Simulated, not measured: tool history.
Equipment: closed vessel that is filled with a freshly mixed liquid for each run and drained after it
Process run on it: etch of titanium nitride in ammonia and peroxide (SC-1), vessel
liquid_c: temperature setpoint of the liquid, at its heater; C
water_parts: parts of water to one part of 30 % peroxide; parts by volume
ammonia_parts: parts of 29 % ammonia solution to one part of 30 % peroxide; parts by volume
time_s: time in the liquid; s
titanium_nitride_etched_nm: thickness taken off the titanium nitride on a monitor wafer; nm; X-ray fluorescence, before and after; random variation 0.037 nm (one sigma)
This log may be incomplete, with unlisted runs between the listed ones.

| run | hour | liquid_c | water_parts | ammonia_parts | time_s | titanium_nitride_etched_nm |
|---|---|---|---|---|---|---|
| 1 | 0.0 | 54.0 | 26.5 | 0.75 | 120 | 3.2560 |
| 2 | 3.2 | 54.0 | 31.5 | 0.75 | 120 | 2.9714 |
| 3 | 6.1 | 58.5 | 31.5 | 0.75 | 120 | 3.9613 |
| 4 | 12.5 | 58.5 | 38.5 | 0.75 | 120 | 3.5597 |
| 5 | 18.5 | 61.0 | 38.5 | 0.75 | 120 | 4.2131 |
|  | 27.3 | ammonia flow meter replaced |
| 6 | 27.3 | 61.0 | 38.5 | 0.60 | 120 | 4.1202 |

Estimate the outcome of run 7 from the log above:
| 7 | 33.6 | 62.5 | 38.5 | 0.60 | 120 | ? |

titanium_nitride_etched_nm: 4.5446 nm
